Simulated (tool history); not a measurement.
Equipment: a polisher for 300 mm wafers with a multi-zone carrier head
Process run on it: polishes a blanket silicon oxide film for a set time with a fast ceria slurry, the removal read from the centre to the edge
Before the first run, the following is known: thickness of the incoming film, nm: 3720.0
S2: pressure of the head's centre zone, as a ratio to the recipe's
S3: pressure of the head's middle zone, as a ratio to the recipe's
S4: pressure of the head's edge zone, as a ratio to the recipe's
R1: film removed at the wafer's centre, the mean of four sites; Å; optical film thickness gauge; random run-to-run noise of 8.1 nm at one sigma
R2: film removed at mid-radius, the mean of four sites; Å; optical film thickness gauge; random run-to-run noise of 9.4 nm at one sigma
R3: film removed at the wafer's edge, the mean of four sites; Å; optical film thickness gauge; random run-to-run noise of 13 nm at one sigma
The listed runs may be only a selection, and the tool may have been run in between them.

Run 1, day 0: flow of slurry (ml/min) 205, S2 1, S3 1, S4 1, polishing time (s) 54. Result: R1 5906.3 Å, R2 5732 Å, R3 6114.1 Å.
Run 2, day 0.242: flow of slurry (ml/min) 210, S2 1.01, S3 1, S4 1.03, polishing time (s) 57. Result: R1 6251.1 Å, R2 6116 Å, R3 6467.7 Å.
Run 3, day 0.596: flow of slurry (ml/min) 205, S2 1.02, S3 0.98, S4 1.04, polishing time (s) 60. Result: R1 6555 Å, R2 6148.6 Å, R3 6833.2 Å.
Run 4, day 0.662: flow of slurry (ml/min) 205, S2 1.02, S3 1.04, S4 1.04, polishing time (s) 60. Result: R1 6517.7 Å, R2 6394.7 Å, R3 6706.3 Å.
Run 5, day 0.825: flow of slurry (ml/min) 210, S2 1.03, S3 1.02, S4 1.05, polishing time (s) 62. Result: R1 6888.6 Å, R2 6500.4 Å, R3 7269.8 Å.
Run 6, day 1.188: flow of slurry (ml/min) 210, S2 1.03, S3 1.05, S4 1.05, polishing time (s) 62. Result: R1 6822.8 Å, R2 6619.9 Å, R3 6966.4 Å.
At day 1.425: worn pad replaced by a new one.
Run 7, day 1.425: flow of slurry (ml/min) 220, S2 1.04, S3 1.04, S4 1.06, polishing time (s) 64. Result: R1 8175.3 Å, R2 7685.2 Å, R3 8358.9 Å.

The next listed run, before its measurement:
Run 8, day 1.488: flow of slurry (ml/min) 220, S2 1.04, S3 1.03, S4 1.06, polishing time (s) 64. Result: R1 ?, R2 ?, R3 ?.

R1: 8229.5 Å
R2: 7643.5 Å
R3: 8175.9 Å
